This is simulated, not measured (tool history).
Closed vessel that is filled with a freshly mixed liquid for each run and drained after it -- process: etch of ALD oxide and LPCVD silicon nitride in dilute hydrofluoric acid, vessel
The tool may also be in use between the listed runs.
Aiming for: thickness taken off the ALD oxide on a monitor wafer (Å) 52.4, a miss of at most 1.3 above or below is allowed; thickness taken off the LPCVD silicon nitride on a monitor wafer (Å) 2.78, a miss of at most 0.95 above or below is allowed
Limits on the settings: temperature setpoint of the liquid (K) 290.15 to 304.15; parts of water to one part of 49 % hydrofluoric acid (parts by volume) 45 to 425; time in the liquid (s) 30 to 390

run    day  temperature setpoint of the liquid (K)  parts of water to one part of 49 % hydrofluoric acid (parts by volume)  time in the liquid (s)  thickness taken off the ALD oxide on a monitor wafer (Å)  thickness taken off the LPCVD silicon nitride on a monitor wafer (Å)
  1      0                                  296.15                                                                     235                     200                                                    76.858                                                                3.8184
  2  0.362                                  295.15                                                                     245                     200                                                    70.757                                                                3.5669
  3  0.658                                  294.15                                                                     250                     200                                                    66.399                                                                3.6421
  4   0.75                                  297.65                                                                     250                     200                                                    74.767                                                                4.7523
  5  0.829                                  297.65                                                                     175                     200                                                    116.81                                                                5.7436
  6  1.046                                  296.65                                                                     195                     200                                                    98.333                                                                5.0204
  7    1.4                                  295.65                                                                     210                     200                                                    86.608                                                                4.2588
  8  1.621                                  295.65                                                                     210                     200                                                     86.67                                                                4.2847
     1.742  -- thermometer replaced
  9  1.742                                  291.65                                                                     285                     200                                                    47.713                                                                1.7904
 10  1.896                                  291.65                                                                     285                     200                                                    48.137                                                                 2.308

Exercise: of the 4 proposed moves below, exactly one satisfies all targets within the stated allowed misses. Which move is it?
  A  2.05                                  292.15                                                                     280                     185                                                         ?                                                                     ?
  B  2.05                                  293.15                                                                     350                     265                                                         ?                                                                     ?
  C  2.05                                  296.15                                                                     240                     155                                                         ?                                                                     ?
  D  2.05                                  296.15                                                                     355                     230                                                         ?                                                                     ?

move  thickness taken off the ALD oxide on a monitor wafer (Å)  thickness taken off the LPCVD silicon nitride on a monitor wafer (Å)
   A                                                    46.302                                                                2.0983
   B                                                     51.77                                                                2.5836
   C                                                    54.478                                                                2.6357
   D                                                    48.962                                                                2.6602
A: moves away from the targets compared with the last run
B: each result inside its tolerance
C: takes the biggest miss from the last run beyond its target
D: nearer the targets than the last run, but a result is still out of spec
So the answer is move B, the one that meets all the targets.
